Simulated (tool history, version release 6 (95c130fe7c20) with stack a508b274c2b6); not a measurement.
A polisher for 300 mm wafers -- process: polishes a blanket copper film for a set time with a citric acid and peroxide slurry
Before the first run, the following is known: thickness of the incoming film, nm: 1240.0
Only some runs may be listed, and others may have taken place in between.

run	day	flow of slurry (ml/min)	pressure of the wafer on the pad (kPa)	speed of the pad under the wafer (m/s)	abrasive content of the slurry	polishing time (s)	film removed (nm)
1	0.000	180	27.6	1.04	1.0	55	154.920
2	0.025	175	22.8	1.02	1.0	55	128.360
3	0.188	175	19.3	1.02	1.0	55	110.770
4	0.479	175	19.3	1.14	1.0	55	122.050
5	0.633	175	17.2	1.12	1.0	55	103.830
6	0.858	175	17.2	1.24	1.0	55	112.950
7	0.992	165	12.4	1.12	1.0	55	76.546
8	1.029	180	12.4	1.12	1.0	55	76.139
9	1.104	180	13.1	1.12	1.0	55	82.430

Run 10 has not been measured yet. What should we expect?
10	1.475	190	14.5	1.12	1.0	55	?

{"run 10": {"film removed (nm)": 90.499}}
